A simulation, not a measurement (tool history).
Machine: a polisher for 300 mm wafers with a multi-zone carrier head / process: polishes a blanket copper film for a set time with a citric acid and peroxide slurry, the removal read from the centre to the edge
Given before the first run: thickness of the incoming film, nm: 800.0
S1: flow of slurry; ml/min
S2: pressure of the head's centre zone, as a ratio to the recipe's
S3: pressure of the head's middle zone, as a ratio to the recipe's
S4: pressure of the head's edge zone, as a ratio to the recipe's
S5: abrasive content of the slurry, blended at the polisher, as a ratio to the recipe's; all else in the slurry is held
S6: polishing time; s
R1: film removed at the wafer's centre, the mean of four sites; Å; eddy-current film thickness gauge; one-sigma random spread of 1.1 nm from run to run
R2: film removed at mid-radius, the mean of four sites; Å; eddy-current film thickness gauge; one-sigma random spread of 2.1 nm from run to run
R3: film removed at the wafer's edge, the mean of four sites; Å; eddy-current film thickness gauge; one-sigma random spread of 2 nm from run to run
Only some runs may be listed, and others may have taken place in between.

run 1 hour=0 | S1=160 S2=1 S3=1 S4=1 S5=1 S6=39 | R1=1466.1 R2=1442.3 R3=1465.8
run 2 hour=7.4 | S1=160 S2=1.08 S3=1 S4=1 S5=1 S6=39 | R1=1549.8 R2=1470.1 R3=1437.7
run 3 hour=13.6 | S1=170 S2=1.08 S3=1.01 S4=1.03 S5=1.05 S6=39 | R1=1599.4 R2=1455.2 R3=1462.3
run 4 hour=21.1 | S1=170 S2=1.01 S3=1.01 S4=1.03 S5=1.05 S6=39 | R1=1492.7 R2=1477.7 R3=1499.8
run 5 hour=23.8 | S1=155 S2=1.01 S3=1.01 S4=1.03 S5=1.05 S6=39 | R1=1451.3 R2=1489.6 R3=1483
run 6 hour=30.4 | S1=155 S2=1.01 S3=1.01 S4=1.03 S5=1.2 S6=39 | R1=1492.2 R2=1499.3 R3=1482.3
run 7 hour=38.1 | S1=165 S2=1.01 S3=1.02 S4=1.05 S5=1.25 S6=39 | R1=1512.5 R2=1546 R3=1553.3

Run 8 is up next; what results do you expect?
run 8 hour=46.8 | S1=175 S2=1.02 S3=1.03 S4=1.06 S5=1.25 S6=39 | R1=? R2=? R3=?

R1: 1539.7 Å
R2: 1554.8 Å
R3: 1579.4 Å

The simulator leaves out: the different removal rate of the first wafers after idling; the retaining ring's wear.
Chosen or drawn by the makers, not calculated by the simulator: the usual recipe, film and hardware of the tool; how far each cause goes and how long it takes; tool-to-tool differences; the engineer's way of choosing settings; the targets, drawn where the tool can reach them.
